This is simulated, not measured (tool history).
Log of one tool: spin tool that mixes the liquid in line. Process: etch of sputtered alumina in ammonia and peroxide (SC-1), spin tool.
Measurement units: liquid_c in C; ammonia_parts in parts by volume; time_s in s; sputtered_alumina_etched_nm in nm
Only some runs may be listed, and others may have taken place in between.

{"run": 1, "day": 0.0, "liquid_c": 48, "ammonia_parts": 0.7, "time_s": 295, "sputtered_alumina_etched_nm": 8.9333}
{"run": 2, "day": 0.342, "liquid_c": 49, "ammonia_parts": 0.7, "time_s": 295, "sputtered_alumina_etched_nm": 9.3285}
{"run": 3, "day": 0.704, "liquid_c": 43.5, "ammonia_parts": 0.7, "time_s": 295, "sputtered_alumina_etched_nm": 6.9313}
{"run": 4, "day": 0.833, "liquid_c": 43.5, "ammonia_parts": 0.7, "time_s": 315, "sputtered_alumina_etched_nm": 7.3629}
{"run": 5, "day": 0.95, "liquid_c": 43.5, "ammonia_parts": 0.7, "time_s": 315, "sputtered_alumina_etched_nm": 7.2818}
{"run": 6, "day": 1.075, "liquid_c": 45, "ammonia_parts": 0.7, "time_s": 315, "sputtered_alumina_etched_nm": 7.9517}
{"run": 7, "day": 1.2, "liquid_c": 46.5, "ammonia_parts": 0.7, "time_s": 315, "sputtered_alumina_etched_nm": 8.6659}
{"run": 8, "day": 1.346, "liquid_c": 47.5, "ammonia_parts": 0.7, "time_s": 315, "sputtered_alumina_etched_nm": 9.4345}

The next listed run, before its measurement:
{"run": 9, "day": 1.383, "liquid_c": 48.5, "ammonia_parts": 0.7, "time_s": 315, "sputtered_alumina_etched_nm": "?"}

{"run 9": {"sputtered_alumina_etched_nm": 9.6248}}
